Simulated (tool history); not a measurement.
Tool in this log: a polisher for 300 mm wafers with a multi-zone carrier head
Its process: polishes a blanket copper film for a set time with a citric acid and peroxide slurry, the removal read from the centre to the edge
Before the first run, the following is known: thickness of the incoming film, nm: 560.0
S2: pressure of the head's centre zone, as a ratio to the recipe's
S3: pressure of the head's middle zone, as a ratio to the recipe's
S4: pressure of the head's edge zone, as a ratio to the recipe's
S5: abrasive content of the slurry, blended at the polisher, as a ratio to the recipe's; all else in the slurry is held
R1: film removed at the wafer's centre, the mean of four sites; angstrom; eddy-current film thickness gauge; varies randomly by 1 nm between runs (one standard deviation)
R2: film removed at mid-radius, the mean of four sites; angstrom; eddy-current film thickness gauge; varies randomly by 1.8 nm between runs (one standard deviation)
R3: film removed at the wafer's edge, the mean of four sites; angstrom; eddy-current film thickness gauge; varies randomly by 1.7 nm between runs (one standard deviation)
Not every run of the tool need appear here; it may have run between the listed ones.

Run 1, day 0.000: flow of slurry (ml/min) 280, S2 1.00, S3 1.00, S4 1.00, S5 1.00, polishing time (s) 64. Result: R1 1254.0 angstrom, R2 1286.6 angstrom, R3 1238.3 angstrom.
Run 2, day 0.208: flow of slurry (ml/min) 285, S2 0.99, S3 1.03, S4 1.02, S5 1.10, polishing time (s) 64. Result: R1 1275.5 angstrom, R2 1326.2 angstrom, R3 1300.2 angstrom.
Run 3, day 0.500: flow of slurry (ml/min) 285, S2 0.99, S3 1.03, S4 1.02, S5 1.05, polishing time (s) 64. Result: R1 1259.2 angstrom, R2 1327.6 angstrom, R3 1274.3 angstrom.
Run 4, day 0.662: flow of slurry (ml/min) 295, S2 0.98, S3 1.06, S4 1.02, S5 1.10, polishing time (s) 65. Result: R1 1280.4 angstrom, R2 1397.0 angstrom, R3 1314.8 angstrom.
Run 5, day 0.904: flow of slurry (ml/min) 305, S2 0.97, S3 1.08, S4 1.02, S5 1.15, polishing time (s) 66. Result: R1 1314.6 angstrom, R2 1456.0 angstrom, R3 1335.0 angstrom.
Run 6, day 1.279: flow of slurry (ml/min) 305, S2 0.97, S3 1.08, S4 1.02, S5 1.35, polishing time (s) 66. Result: R1 1353.4 angstrom, R2 1482.8 angstrom, R3 1392.0 angstrom.
Run 7, day 1.546: flow of slurry (ml/min) 310, S2 0.96, S3 1.10, S4 1.03, S5 1.40, polishing time (s) 67. Result: R1 1357.0 angstrom, R2 1577.1 angstrom, R3 1433.7 angstrom.
Run 8, day 1.779: flow of slurry (ml/min) 315, S2 0.96, S3 1.11, S4 1.04, S5 1.40, polishing time (s) 67. Result: R1 1375.5 angstrom, R2 1559.2 angstrom, R3 1462.4 angstrom.

Run 9, settings as shown, results not yet in. Your forecast:
Run 9, day 1.862: flow of slurry (ml/min) 315, S2 0.95, S3 1.12, S4 1.04, S5 1.40, polishing time (s) 67. Result: R1 ?, R2 ?, R3 ?.

Logged for run 9: R1 1363.5 angstrom, R2 1581.7 angstrom, R3 1451.4 angstrom.

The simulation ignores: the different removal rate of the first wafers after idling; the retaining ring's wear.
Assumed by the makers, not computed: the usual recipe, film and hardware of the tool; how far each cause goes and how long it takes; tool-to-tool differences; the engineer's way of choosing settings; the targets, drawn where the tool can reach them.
